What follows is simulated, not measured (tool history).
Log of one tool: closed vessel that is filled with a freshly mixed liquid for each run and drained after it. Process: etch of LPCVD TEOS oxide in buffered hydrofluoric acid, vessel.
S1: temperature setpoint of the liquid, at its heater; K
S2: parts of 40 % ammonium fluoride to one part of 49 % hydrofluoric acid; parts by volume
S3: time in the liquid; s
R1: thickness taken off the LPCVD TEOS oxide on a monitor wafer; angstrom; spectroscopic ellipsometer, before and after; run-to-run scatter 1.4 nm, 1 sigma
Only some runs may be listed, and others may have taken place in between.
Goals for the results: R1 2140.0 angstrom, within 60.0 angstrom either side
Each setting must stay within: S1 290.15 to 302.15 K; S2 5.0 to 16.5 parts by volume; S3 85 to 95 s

| run | hour | S1 | S2 | S3 | R1 |
|---|---|---|---|---|---|
| 1 | 0.0 | 294.15 | 10.0 | 85 | 1487.1 |
| 2 | 2.6 | 294.15 | 11.5 | 85 | 1305.5 |
| 3 | 9.2 | 291.65 | 11.5 | 85 | 1132.4 |
| 4 | 17.6 | 291.65 | 13.0 | 85 | 1009.1 |
| 5 | 25.8 | 295.15 | 12.0 | 85 | 1332.6 |
| 6 | 26.5 | 297.65 | 11.5 | 85 | 1610.5 |
| 7 | 27.4 | 299.15 | 11.5 | 85 | 1728.0 |
| 8 | 29.2 | 300.15 | 11.5 | 85 | 1805.6 |
| 9 | 35.9 | 300.65 | 11.0 | 85 | 1938.3 |
| 10 | 38.8 | 301.15 | 11.0 | 85 | 2012.1 |
| 11 | 45.3 | 301.65 | 11.0 | 85 | 2045.0 |

5 next moves are on the table. One of them brings every result within its allowed miss. Which?
| A | 51.8 | 302.15 | 13.0 | 95 | ? |
| B | 51.8 | 300.65 | 10.0 | 90 | ? |
| C | 51.8 | 300.65 | 10.5 | 90 | ? |
| D | 51.8 | 301.65 | 12.0 | 90 | ? |
| E | 51.8 | 300.65 | 9.0 | 85 | ? |

| move | R1 |
|---|---|
| A | 2020.4 |
| B | 2282.7 |
| C | 2176.9 |
| D | 2015.7 |
| E | 2303.4 |
A: moves away from the targets compared with the last run
B: carries the result that was furthest off beyond its target, to the other side
C: every result within its allowed miss
D: moves away from the targets compared with the last run
E: carries the result that was furthest off beyond its target, to the other side
Move C is the one to make.
